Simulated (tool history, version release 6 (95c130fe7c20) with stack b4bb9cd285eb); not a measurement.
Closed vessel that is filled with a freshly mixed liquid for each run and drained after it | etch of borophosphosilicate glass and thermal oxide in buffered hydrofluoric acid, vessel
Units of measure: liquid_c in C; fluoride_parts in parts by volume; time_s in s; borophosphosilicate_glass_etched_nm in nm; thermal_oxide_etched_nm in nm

| run | hour | liquid_c | fluoride_parts | time_s | borophosphosilicate_glass_etched_nm | thermal_oxide_etched_nm |
|---|---|---|---|---|---|---|
| 1 | 0 | 24 | 19.5 | 60 | 47.245 | 35.772 |
| 2 | 6.7 | 25.5 | 19.5 | 60 | 51.461 | 38.698 |
| 3 | 15.1 | 25.5 | 19.5 | 80 | 67.842 | 51.26 |
| 4 | 19.6 | 25.5 | 22 | 80 | 62.269 | 48.174 |
| 5 | 28 | 23.5 | 23 | 80 | 53.423 | 41.934 |
| 6 | 34.4 | 23.5 | 23 | 90 | 60.676 | 46.497 |
| 7 | 37.9 | 22 | 24 | 90 | 54.14 | 40.768 |
| 8 | 46.3 | 21 | 25.5 | 90 | 49.429 | 36.983 |
| 9 | 52.9 | 20.5 | 26.5 | 90 | 47.481 | 35.283 |

Run 10, settings as shown, results not yet in. Your forecast:
| 10 | 56.6 | 20 | 27.5 | 90 | ? | ? |

borophosphosilicate_glass_etched_nm: 44.541 nm
thermal_oxide_etched_nm: 33.503 nm
